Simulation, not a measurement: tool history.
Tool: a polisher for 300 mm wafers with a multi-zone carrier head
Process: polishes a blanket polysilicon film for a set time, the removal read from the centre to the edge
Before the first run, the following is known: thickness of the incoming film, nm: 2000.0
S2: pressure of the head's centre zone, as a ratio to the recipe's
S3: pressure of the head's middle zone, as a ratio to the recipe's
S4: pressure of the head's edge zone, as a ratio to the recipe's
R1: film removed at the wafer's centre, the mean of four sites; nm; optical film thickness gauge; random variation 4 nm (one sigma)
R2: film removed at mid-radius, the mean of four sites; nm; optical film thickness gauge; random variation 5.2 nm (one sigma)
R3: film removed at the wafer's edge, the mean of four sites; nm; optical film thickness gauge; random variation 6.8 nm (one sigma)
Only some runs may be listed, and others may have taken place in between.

Run 1, day 0: flow of slurry (ml/min) 215, S2 1, S3 1, S4 1, polishing time (s) 63. Result: R1 664.42 nm, R2 678.56 nm, R3 652.68 nm.
Run 2, day 0.05: flow of slurry (ml/min) 215, S2 1.03, S3 1, S4 1, polishing time (s) 63. Result: R1 689.6 nm, R2 678.58 nm, R3 636.71 nm.
Run 3, day 0.342: flow of slurry (ml/min) 215, S2 1.03, S3 0.92, S4 1, polishing time (s) 63. Result: R1 688.1 nm, R2 639.16 nm, R3 646.34 nm.
Run 4, day 0.675: flow of slurry (ml/min) 210, S2 1.02, S3 0.91, S4 0.98, polishing time (s) 62. Result: R1 670.04 nm, R2 626.81 nm, R3 630.27 nm.
Run 5, day 1.05: flow of slurry (ml/min) 210, S2 1.02, S3 0.91, S4 0.98, polishing time (s) 49. Result: R1 529.29 nm, R2 488.56 nm, R3 503.42 nm.
Run 6, day 1.312: flow of slurry (ml/min) 170, S2 1.02, S3 0.91, S4 0.98, polishing time (s) 49. Result: R1 510.09 nm, R2 470.05 nm, R3 485.22 nm.
Run 7, day 1.35: flow of slurry (ml/min) 190, S2 1.02, S3 0.92, S4 0.99, polishing time (s) 49. Result: R1 524.47 nm, R2 491.68 nm, R3 503.41 nm.
Run 8, day 1.729: flow of slurry (ml/min) 205, S2 1.02, S3 0.93, S4 1, polishing time (s) 49. Result: R1 523.34 nm, R2 501.32 nm, R3 500.49 nm.
Run 9, day 1.792: flow of slurry (ml/min) 215, S2 1.02, S3 0.93, S4 1.01, polishing time (s) 49. Result: R1 528.84 nm, R2 491.24 nm, R3 502.75 nm.
Run 10, day 2.158: flow of slurry (ml/min) 225, S2 1.02, S3 0.94, S4 1.01, polishing time (s) 50. Result: R1 548.55 nm, R2 515.05 nm, R3 515.33 nm.

Run 11, settings as shown, results not yet in. Your forecast:
Run 11, day 2.333: flow of slurry (ml/min) 230, S2 1.02, S3 0.94, S4 1.02, polishing time (s) 50. Result: R1 ?, R2 ?, R3 ?.

R1: 543.79 nm
R2: 517.33 nm
R3: 526.59 nm
